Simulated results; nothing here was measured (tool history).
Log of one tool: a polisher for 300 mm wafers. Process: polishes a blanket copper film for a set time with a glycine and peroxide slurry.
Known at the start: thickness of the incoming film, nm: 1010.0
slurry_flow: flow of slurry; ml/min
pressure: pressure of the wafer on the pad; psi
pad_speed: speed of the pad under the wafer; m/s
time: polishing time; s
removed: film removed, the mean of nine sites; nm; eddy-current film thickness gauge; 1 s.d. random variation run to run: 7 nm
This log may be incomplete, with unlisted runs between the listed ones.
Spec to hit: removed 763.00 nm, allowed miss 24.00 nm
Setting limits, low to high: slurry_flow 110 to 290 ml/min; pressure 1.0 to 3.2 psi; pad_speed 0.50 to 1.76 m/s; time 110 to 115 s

{"run": 1, "day": 0.0, "slurry_flow": 185, "pressure": 2.1, "pad_speed": 1.12, "time": 110, "removed": 472.15}
{"run": 2, "day": 0.354, "slurry_flow": 185, "pressure": 2.1, "pad_speed": 0.88, "time": 110, "removed": 386.66}
{"run": 3, "day": 0.558, "slurry_flow": 150, "pressure": 2.1, "pad_speed": 0.88, "time": 110, "removed": 370.19}
{"run": 4, "day": 0.879, "slurry_flow": 130, "pressure": 2.1, "pad_speed": 0.88, "time": 110, "removed": 363.63}
{"run": 5, "day": 0.908, "slurry_flow": 145, "pressure": 2.3, "pad_speed": 0.94, "time": 110, "removed": 416.23}
{"run": 6, "day": 1.071, "slurry_flow": 160, "pressure": 2.5, "pad_speed": 1.0, "time": 110, "removed": 486.79}
{"run": 7, "day": 1.175, "slurry_flow": 175, "pressure": 2.7, "pad_speed": 1.02, "time": 110, "removed": 526.2}
{"run": 8, "day": 1.288, "slurry_flow": 185, "pressure": 2.8, "pad_speed": 1.06, "time": 110, "removed": 569.69}
{"run": 9, "day": 1.621, "slurry_flow": 190, "pressure": 2.9, "pad_speed": 1.1, "time": 110, "removed": 608.54}
{"run": 10, "day": 1.788, "slurry_flow": 195, "pressure": 3.0, "pad_speed": 1.12, "time": 110, "removed": 629.7}
{"run": 11, "day": 1.95, "slurry_flow": 195, "pressure": 3.0, "pad_speed": 1.16, "time": 110, "removed": 656.76}

Below are 4 possible settings for the next run. Only one of them brings all results inside the allowed miss of their targets. Which is it?
{"run": "A", "day": 2.112, "slurry_flow": 190, "pressure": 2.9, "pad_speed": 1.34, "time": 110, "removed": "?"}
{"run": "B", "day": 2.112, "slurry_flow": 195, "pressure": 3.1, "pad_speed": 1.3, "time": 114, "removed": "?"}
{"run": "C", "day": 2.112, "slurry_flow": 175, "pressure": 2.4, "pad_speed": 1.1, "time": 110, "removed": "?"}
{"run": "D", "day": 2.112, "slurry_flow": 185, "pressure": 3.0, "pad_speed": 0.96, "time": 112, "removed": "?"}

move=A removed=720.83
move=B removed=774.07
move=C removed=513.52
move=D removed=566.74
A: better than the last run, though not everything is in spec
B: all results in spec
C: lands further from the targets than the last run did
D: lands further from the targets than the last run did
B meets every target.
